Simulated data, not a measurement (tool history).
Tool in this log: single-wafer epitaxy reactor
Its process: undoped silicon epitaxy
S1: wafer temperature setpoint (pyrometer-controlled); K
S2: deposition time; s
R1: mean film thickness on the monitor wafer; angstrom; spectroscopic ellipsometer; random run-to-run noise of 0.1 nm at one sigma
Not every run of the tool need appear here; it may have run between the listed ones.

| run | hour | S1 | S2 | R1 |
|---|---|---|---|---|
| 1 | 0 | 933.15 | 184 | 370.66 |
| 2 | 3.9 | 925.15 | 184 | 305.38 |
| 3 | 7.9 | 924.15 | 184 | 296.74 |
| 4 | 12.3 | 933.15 | 184 | 369.61 |
| 5 | 17.3 | 938.15 | 184 | 416.55 |
| 6 | 22.8 | 934.15 | 184 | 380.21 |

Run 7, settings as shown, results not yet in. Your forecast:
| 7 | 30.5 | 931.15 | 184 | ? |

R1: 354.13 angstrom

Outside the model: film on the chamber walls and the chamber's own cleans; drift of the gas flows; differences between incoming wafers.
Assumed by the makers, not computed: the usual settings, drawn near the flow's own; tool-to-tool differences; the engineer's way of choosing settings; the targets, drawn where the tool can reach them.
